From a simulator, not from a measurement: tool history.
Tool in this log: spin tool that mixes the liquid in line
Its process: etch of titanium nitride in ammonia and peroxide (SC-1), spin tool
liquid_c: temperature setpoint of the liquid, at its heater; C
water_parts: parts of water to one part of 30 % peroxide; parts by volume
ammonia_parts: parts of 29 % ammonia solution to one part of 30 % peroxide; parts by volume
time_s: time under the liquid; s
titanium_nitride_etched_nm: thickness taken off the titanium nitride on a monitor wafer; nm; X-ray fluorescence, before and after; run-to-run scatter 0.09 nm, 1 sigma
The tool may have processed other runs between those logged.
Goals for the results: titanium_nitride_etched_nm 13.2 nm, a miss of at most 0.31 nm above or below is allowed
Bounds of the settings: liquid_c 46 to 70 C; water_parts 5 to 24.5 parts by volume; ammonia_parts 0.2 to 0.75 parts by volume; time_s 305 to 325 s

{"run": 1, "hour": 0.0, "liquid_c": 62, "water_parts": 13.5, "ammonia_parts": 0.45, "time_s": 305, "titanium_nitride_etched_nm": 23.96}
{"run": 2, "hour": 4.0, "liquid_c": 68, "water_parts": 13.5, "ammonia_parts": 0.45, "time_s": 305, "titanium_nitride_etched_nm": 34.989}
{"run": 3, "hour": 12.1, "liquid_c": 64, "water_parts": 13.5, "ammonia_parts": 0.45, "time_s": 305, "titanium_nitride_etched_nm": 27.188}
{"run": 4, "hour": 16.4, "liquid_c": 64, "water_parts": 11.5, "ammonia_parts": 0.45, "time_s": 305, "titanium_nitride_etched_nm": 29.755}
{"run": 5, "hour": 23.1, "liquid_c": 61, "water_parts": 11.5, "ammonia_parts": 0.45, "time_s": 305, "titanium_nitride_etched_nm": 24.622}
{"run": 6, "hour": 28.8, "liquid_c": 67, "water_parts": 11.5, "ammonia_parts": 0.45, "time_s": 305, "titanium_nitride_etched_nm": 35.782}
{"run": 7, "hour": 36.2, "liquid_c": 63, "water_parts": 11.5, "ammonia_parts": 0.45, "time_s": 305, "titanium_nitride_etched_nm": 27.518}
{"run": 8, "hour": 37.3, "liquid_c": 60, "water_parts": 11.5, "ammonia_parts": 0.45, "time_s": 305, "titanium_nitride_etched_nm": 23.035}
{"run": 9, "hour": 45.2, "liquid_c": 58, "water_parts": 11.5, "ammonia_parts": 0.45, "time_s": 305, "titanium_nitride_etched_nm": 19.773}
{"run": 10, "hour": 49.8, "liquid_c": 56.5, "water_parts": 11.5, "ammonia_parts": 0.45, "time_s": 305, "titanium_nitride_etched_nm": 18.21}
{"run": 11, "hour": 53.6, "liquid_c": 55, "water_parts": 11.5, "ammonia_parts": 0.45, "time_s": 305, "titanium_nitride_etched_nm": 16.541}
{"run": 12, "hour": 56.3, "liquid_c": 54, "water_parts": 11.5, "ammonia_parts": 0.45, "time_s": 305, "titanium_nitride_etched_nm": 15.228}
{"run": 13, "hour": 59.2, "liquid_c": 53.5, "water_parts": 11.5, "ammonia_parts": 0.45, "time_s": 305, "titanium_nitride_etched_nm": 14.749}
{"run": 14, "hour": 63.5, "liquid_c": 53, "water_parts": 11.5, "ammonia_parts": 0.45, "time_s": 305, "titanium_nitride_etched_nm": 14.399}
{"run": 15, "hour": 69.7, "liquid_c": 52.5, "water_parts": 11.5, "ammonia_parts": 0.45, "time_s": 305, "titanium_nitride_etched_nm": 13.817}

Exercise: of the 4 proposed moves below, exactly one satisfies all targets within the stated allowed misses. Which move is it?
{"run": "A", "hour": 75.9, "liquid_c": 49, "water_parts": 7.5, "ammonia_parts": 0.4, "time_s": 305, "titanium_nitride_etched_nm": "?"}
{"run": "B", "hour": 75.9, "liquid_c": 53.5, "water_parts": 14.5, "ammonia_parts": 0.45, "time_s": 325, "titanium_nitride_etched_nm": "?"}
{"run": "C", "hour": 75.9, "liquid_c": 50, "water_parts": 11, "ammonia_parts": 0.45, "time_s": 325, "titanium_nitride_etched_nm": "?"}
{"run": "D", "hour": 75.9, "liquid_c": 52, "water_parts": 10, "ammonia_parts": 0.45, "time_s": 305, "titanium_nitride_etched_nm": "?"}

move=A titanium_nitride_etched_nm=13.3
move=B titanium_nitride_etched_nm=13.956
move=C titanium_nitride_etched_nm=12.722
move=D titanium_nitride_etched_nm=14.419
A: meets every target
B: its largest miss is bigger than the last run's
C: moves the result that the last run missed by most past its target, out the other side
D: its largest miss is bigger than the last run's
Answer: A
